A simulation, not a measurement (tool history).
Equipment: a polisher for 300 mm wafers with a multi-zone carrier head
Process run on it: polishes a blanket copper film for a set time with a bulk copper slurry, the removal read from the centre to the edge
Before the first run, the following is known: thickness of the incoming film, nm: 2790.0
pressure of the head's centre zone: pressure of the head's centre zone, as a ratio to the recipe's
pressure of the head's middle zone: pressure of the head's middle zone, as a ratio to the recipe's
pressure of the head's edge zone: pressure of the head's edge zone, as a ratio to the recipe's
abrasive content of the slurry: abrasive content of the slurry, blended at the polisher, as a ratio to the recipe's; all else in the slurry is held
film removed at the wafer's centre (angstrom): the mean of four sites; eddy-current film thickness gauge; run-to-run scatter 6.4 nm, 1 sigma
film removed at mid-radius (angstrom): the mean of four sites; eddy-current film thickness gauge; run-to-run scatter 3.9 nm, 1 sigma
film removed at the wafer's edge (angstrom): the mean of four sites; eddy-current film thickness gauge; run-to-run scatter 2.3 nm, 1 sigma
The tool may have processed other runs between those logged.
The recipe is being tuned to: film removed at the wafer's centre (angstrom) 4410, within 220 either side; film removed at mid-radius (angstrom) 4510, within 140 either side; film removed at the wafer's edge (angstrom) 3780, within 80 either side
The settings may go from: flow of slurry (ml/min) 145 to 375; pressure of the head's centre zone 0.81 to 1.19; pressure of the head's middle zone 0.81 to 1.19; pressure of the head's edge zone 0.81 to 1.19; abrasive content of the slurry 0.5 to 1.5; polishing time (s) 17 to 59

| run | day | flow of slurry (ml/min) | pressure of the head's centre zone | pressure of the head's middle zone | pressure of the head's edge zone | abrasive content of the slurry | polishing time (s) | film removed at the wafer's centre (angstrom) | film removed at mid-radius (angstrom) | film removed at the wafer's edge (angstrom) |
|---|---|---|---|---|---|---|---|---|---|---|
| 1 | 0 | 240 | 1 | 1 | 1 | 1 | 38 | 4024.5 | 4218.7 | 4160.5 |
| 2 | 0.196 | 180 | 1 | 1 | 1 | 1 | 38 | 3832.3 | 3965.6 | 4062.3 |
| 3 | 0.438 | 200 | 1.03 | 1.02 | 0.96 | 1 | 38 | 4046 | 4129.5 | 4003.2 |
| 4 | 0.775 | 200 | 1.03 | 0.96 | 0.96 | 1 | 38 | 4106 | 3985.9 | 3935.4 |
| 5 | 0.933 | 220 | 1.03 | 0.98 | 0.92 | 1 | 38 | 4131.8 | 4080.8 | 3950.7 |
| 6 | 1.162 | 190 | 1.03 | 0.98 | 0.92 | 1 | 38 | 4031.3 | 3993.1 | 3879.7 |
| 7 | 1.533 | 210 | 1.05 | 1.01 | 0.89 | 1 | 38 | 4229.9 | 4090.2 | 3880.1 |
| 8 | 1.633 | 230 | 1.06 | 1.06 | 0.87 | 0.95 | 38 | 4227 | 4314.9 | 3820.2 |
| 9 | 1.771 | 235 | 1.07 | 1.07 | 0.86 | 0.95 | 38 | 4330.8 | 4356.6 | 3823.6 |

Below are 5 possible settings for the next run. Only one of them brings all results inside the allowed miss of their targets. Which is it?
| A | 1.908 | 230 | 1.07 | 1.09 | 0.81 | 0.6 | 42 | ? | ? | ? |
| B | 1.908 | 255 | 1.03 | 1.14 | 0.91 | 0.9 | 37 | ? | ? | ? |
| C | 1.908 | 215 | 1.09 | 0.99 | 0.83 | 0.55 | 43 | ? | ? | ? |
| D | 1.908 | 240 | 1 | 1 | 0.86 | 0.9 | 39 | ? | ? | ? |
| E | 1.908 | 225 | 1.08 | 1.01 | 0.92 | 0.75 | 38 | ? | ? | ? |

| move | film removed at the wafer's centre (angstrom) | film removed at mid-radius (angstrom) | film removed at the wafer's edge (angstrom) |
|---|---|---|---|
| A | 4452.8 | 4498.9 | 3773.6 |
| B | 4119.6 | 4486.5 | 3799.6 |
| C | 4525.2 | 4142.6 | 3826.1 |
| D | 4174.6 | 4197.6 | 3887.9 |
| E | 4210.2 | 3952.4 | 3753.4 |
A: all results land within tolerance of their targets
B: meets the target for the result that was furthest off, but another lies outside its allowed miss
C: moves away from the targets compared with the last run
D: moves away from the targets compared with the last run
E: moves away from the targets compared with the last run
Go with A: it meets all targets.
